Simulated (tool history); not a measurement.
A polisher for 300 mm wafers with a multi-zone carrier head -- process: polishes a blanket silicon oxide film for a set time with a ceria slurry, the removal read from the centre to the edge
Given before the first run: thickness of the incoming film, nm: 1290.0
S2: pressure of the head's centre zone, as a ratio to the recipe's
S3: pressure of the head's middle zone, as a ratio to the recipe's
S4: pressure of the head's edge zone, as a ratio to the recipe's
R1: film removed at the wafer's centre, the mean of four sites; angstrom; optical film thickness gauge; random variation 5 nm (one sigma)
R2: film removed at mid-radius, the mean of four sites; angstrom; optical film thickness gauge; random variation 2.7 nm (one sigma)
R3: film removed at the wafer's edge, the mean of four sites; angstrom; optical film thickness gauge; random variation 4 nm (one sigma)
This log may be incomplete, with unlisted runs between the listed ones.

{"run": 1, "day": 0.0, "flow of slurry (ml/min)": 220, "S2": 1.0, "S3": 1.0, "S4": 1.0, "polishing time (s)": 56, "R1": 2183.9, "R2": 2240.0, "R3": 2154.5}
{"run": 2, "day": 0.075, "flow of slurry (ml/min)": 230, "S2": 1.04, "S3": 1.03, "S4": 1.03, "polishing time (s)": 60, "R1": 2502.8, "R2": 2434.5, "R3": 2361.7}
{"run": 3, "day": 0.371, "flow of slurry (ml/min)": 240, "S2": 1.05, "S3": 1.06, "S4": 1.04, "polishing time (s)": 63, "R1": 2639.4, "R2": 2645.1, "R3": 2487.4}
{"run": 4, "day": 0.471, "flow of slurry (ml/min)": 245, "S2": 1.07, "S3": 1.08, "S4": 1.05, "polishing time (s)": 66, "R1": 2849.6, "R2": 2789.5, "R3": 2622.7}
{"run": 5, "day": 0.804, "flow of slurry (ml/min)": 250, "S2": 1.08, "S3": 1.1, "S4": 1.06, "polishing time (s)": 68, "R1": 2966.1, "R2": 2911.7, "R3": 2728.5}
{"run": 6, "day": 0.867, "flow of slurry (ml/min)": 255, "S2": 1.09, "S3": 1.12, "S4": 1.06, "polishing time (s)": 70, "R1": 3057.5, "R2": 3065.7, "R3": 2817.6}
{"run": 7, "day": 1.05, "flow of slurry (ml/min)": 260, "S2": 1.11, "S3": 1.13, "S4": 1.06, "polishing time (s)": 71, "R1": 3132.1, "R2": 3163.0, "R3": 2955.2}
{"run": 8, "day": 1.088, "flow of slurry (ml/min)": 245, "S2": 1.13, "S3": 1.13, "S4": 1.03, "polishing time (s)": 72, "R1": 3370.8, "R2": 3161.2, "R3": 2867.2}

Expected results for the next run?
{"run": 9, "day": 1.342, "flow of slurry (ml/min)": 250, "S2": 1.13, "S3": 1.14, "S4": 1.03, "polishing time (s)": 73, "R1": "?", "R2": "?", "R3": "?"}

R1: 3274.2 angstrom
R2: 3240.6 angstrom
R3: 2865.4 angstrom
